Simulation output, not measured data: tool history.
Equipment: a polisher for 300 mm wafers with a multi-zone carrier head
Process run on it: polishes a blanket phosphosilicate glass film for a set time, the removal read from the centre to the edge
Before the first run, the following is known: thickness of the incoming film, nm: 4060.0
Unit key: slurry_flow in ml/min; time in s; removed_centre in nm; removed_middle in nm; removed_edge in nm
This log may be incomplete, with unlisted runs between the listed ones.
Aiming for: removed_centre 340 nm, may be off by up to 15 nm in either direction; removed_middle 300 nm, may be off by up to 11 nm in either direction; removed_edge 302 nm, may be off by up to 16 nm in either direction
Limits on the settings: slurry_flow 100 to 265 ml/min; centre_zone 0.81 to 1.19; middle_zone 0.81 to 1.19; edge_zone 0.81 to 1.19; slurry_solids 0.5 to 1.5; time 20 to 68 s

{"run": 1, "day": 0.0, "slurry_flow": 170, "centre_zone": 1, "middle_zone": 1, "edge_zone": 1, "slurry_solids": 1, "time": 44, "removed_centre": 447.92, "removed_middle": 443.53, "removed_edge": 455.19}
{"run": 2, "day": 0.171, "slurry_flow": 200, "centre_zone": 1, "middle_zone": 1, "edge_zone": 1, "slurry_solids": 1, "time": 44, "removed_centre": 462.57, "removed_middle": 445.91, "removed_edge": 450.93}
{"run": 3, "day": 0.538, "slurry_flow": 200, "centre_zone": 1, "middle_zone": 1.03, "edge_zone": 1, "slurry_solids": 1, "time": 44, "removed_centre": 459.17, "removed_middle": 464.66, "removed_edge": 459.08}
{"run": 4, "day": 0.746, "slurry_flow": 200, "centre_zone": 1, "middle_zone": 1.06, "edge_zone": 1, "slurry_solids": 1, "time": 44, "removed_centre": 457, "removed_middle": 470.54, "removed_edge": 452.1}
{"run": 5, "day": 0.788, "slurry_flow": 200, "centre_zone": 1, "middle_zone": 1.06, "edge_zone": 1.04, "slurry_solids": 1, "time": 44, "removed_centre": 466.5, "removed_middle": 468.9, "removed_edge": 457.36}
{"run": 6, "day": 1.025, "slurry_flow": 200, "centre_zone": 1, "middle_zone": 1.06, "edge_zone": 1.04, "slurry_solids": 1.2, "time": 44, "removed_centre": 506.86, "removed_middle": 515.28, "removed_edge": 513.82}
{"run": 7, "day": 1.192, "slurry_flow": 205, "centre_zone": 1, "middle_zone": 1.05, "edge_zone": 1.04, "slurry_solids": 1.1, "time": 43, "removed_centre": 465.93, "removed_middle": 486.9, "removed_edge": 469.91}
{"run": 8, "day": 1.429, "slurry_flow": 205, "centre_zone": 1.01, "middle_zone": 1.04, "edge_zone": 1.04, "slurry_solids": 1.05, "time": 42, "removed_centre": 455.52, "removed_middle": 460.76, "removed_edge": 457.29}
{"run": 9, "day": 1.55, "slurry_flow": 195, "centre_zone": 1.07, "middle_zone": 0.99, "edge_zone": 0.94, "slurry_solids": 0.8, "time": 35, "removed_centre": 349.35, "removed_middle": 314.21, "removed_edge": 316.68}

Which single option among these 5 for the next run brings every result within its allowed miss of target? Just one does.
{"run": "A", "day": 1.671, "slurry_flow": 215, "centre_zone": 0.98, "middle_zone": 0.96, "edge_zone": 1, "slurry_solids": 0.7, "time": 42, "removed_centre": "?", "removed_middle": "?", "removed_edge": "?"}
{"run": "B", "day": 1.671, "slurry_flow": 160, "centre_zone": 1.02, "middle_zone": 0.81, "edge_zone": 1.04, "slurry_solids": 0.9, "time": 35, "removed_centre": "?", "removed_middle": "?", "removed_edge": "?"}
{"run": "C", "day": 1.671, "slurry_flow": 190, "centre_zone": 1.07, "middle_zone": 0.96, "edge_zone": 0.93, "slurry_solids": 0.75, "time": 35, "removed_centre": "?", "removed_middle": "?", "removed_edge": "?"}
{"run": "D", "day": 1.671, "slurry_flow": 205, "centre_zone": 1.17, "middle_zone": 0.92, "edge_zone": 0.93, "slurry_solids": 0.75, "time": 35, "removed_centre": "?", "removed_middle": "?", "removed_edge": "?"}
{"run": "E", "day": 1.671, "slurry_flow": 225, "centre_zone": 0.99, "middle_zone": 1.09, "edge_zone": 0.88, "slurry_solids": 0.85, "time": 34, "removed_centre": "?", "removed_middle": "?", "removed_edge": "?"}

move=A removed_centre=362.49 removed_middle=346.24 removed_edge=364.82
move=B removed_centre=343.3 removed_middle=279.63 removed_edge=344.6
move=C removed_centre=336.97 removed_middle=295.06 removed_edge=301.73
move=D removed_centre=372.73 removed_middle=288.53 removed_edge=304.09
move=E removed_centre=331.64 removed_middle=344.95 removed_edge=309.81
A: further off than the last run
B: carries the result that was furthest off beyond its target, to the other side
C: hits every target within its allowed miss
D: carries the result that was furthest off beyond its target, to the other side
E: further off than the last run
Move C is the one to make.
